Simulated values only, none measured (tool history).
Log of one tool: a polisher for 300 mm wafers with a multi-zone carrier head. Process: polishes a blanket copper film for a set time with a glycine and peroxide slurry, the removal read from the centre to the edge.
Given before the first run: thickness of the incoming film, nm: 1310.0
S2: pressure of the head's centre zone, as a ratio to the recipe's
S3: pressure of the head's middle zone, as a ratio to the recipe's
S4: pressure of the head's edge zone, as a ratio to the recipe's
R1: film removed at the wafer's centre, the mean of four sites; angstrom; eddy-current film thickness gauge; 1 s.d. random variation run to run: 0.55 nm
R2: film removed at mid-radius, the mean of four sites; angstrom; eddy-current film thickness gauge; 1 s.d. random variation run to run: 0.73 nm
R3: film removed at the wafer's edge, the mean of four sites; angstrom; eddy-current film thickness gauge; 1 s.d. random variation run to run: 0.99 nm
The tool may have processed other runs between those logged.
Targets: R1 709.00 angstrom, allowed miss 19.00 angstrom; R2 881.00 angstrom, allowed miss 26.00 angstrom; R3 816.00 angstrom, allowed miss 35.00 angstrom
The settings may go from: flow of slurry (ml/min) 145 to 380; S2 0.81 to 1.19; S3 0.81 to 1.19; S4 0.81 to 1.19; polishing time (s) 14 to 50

run 1 hour=0.0 | flow_of_slurry_(ml/min)=245 S2=1.00 S3=1.00 S4=1.00 polishing_time_(s)=32 | R1=1218.00 R2=1250.10 R3=1213.70
run 2 hour=6.1 | flow_of_slurry_(ml/min)=240 S2=0.97 S3=1.00 S4=0.98 polishing_time_(s)=30 | R1=1124.40 R2=1152.60 R3=1119.40
run 3 hour=9.4 | flow_of_slurry_(ml/min)=235 S2=0.95 S3=1.02 S4=0.99 polishing_time_(s)=29 | R1=1060.30 R2=1146.60 R3=1116.30
run 4 hour=16.0 | flow_of_slurry_(ml/min)=235 S2=0.95 S3=0.96 S4=0.99 polishing_time_(s)=29 | R1=1055.50 R2=1075.50 R3=1101.30
run 5 hour=24.2 | flow_of_slurry_(ml/min)=235 S2=0.95 S3=0.96 S4=0.99 polishing_time_(s)=23 | R1=824.78 R2=851.86 R3=885.64
run 6 hour=30.1 | flow_of_slurry_(ml/min)=235 S2=0.93 S3=0.97 S4=0.97 polishing_time_(s)=23 | R1=810.04 R2=858.49 R3=851.33
run 7 hour=37.9 | flow_of_slurry_(ml/min)=230 S2=0.91 S3=0.98 S4=0.97 polishing_time_(s)=23 | R1=786.92 R2=879.31 R3=864.99
run 8 hour=45.4 | flow_of_slurry_(ml/min)=225 S2=0.90 S3=0.98 S4=0.96 polishing_time_(s)=23 | R1=771.49 R2=868.01 R3=862.64

Of the 4 settings listed for the next run, only one would bring every result within its allowed miss of target. Which one?
run A hour=52.9 | flow_of_slurry_(ml/min)=225 S2=0.91 S3=0.98 S4=0.96 polishing_time_(s)=24 | R1=? R2=? R3=?
run B hour=52.9 | flow_of_slurry_(ml/min)=145 S2=0.87 S3=1.06 S4=0.92 polishing_time_(s)=24 | R1=? R2=? R3=?
run C hour=52.9 | flow_of_slurry_(ml/min)=215 S2=0.81 S3=0.98 S4=1.09 polishing_time_(s)=23 | R1=? R2=? R3=?
run D hour=52.9 | flow_of_slurry_(ml/min)=210 S2=0.90 S3=0.94 S4=0.98 polishing_time_(s)=24 | R1=? R2=? R3=?

move=A R1=822.54 R2=886.79 R3=897.59
move=B R1=715.64 R2=871.85 R3=827.10
move=C R1=695.67 R2=844.44 R3=909.77
move=D R1=803.84 R2=847.54 R3=899.80
A: moves away from the targets compared with the last run
B: meets every target
C: corrects the largest miss of the last run, while another result sits out of spec
D: moves away from the targets compared with the last run
B is the move that brings every result within its allowed miss.
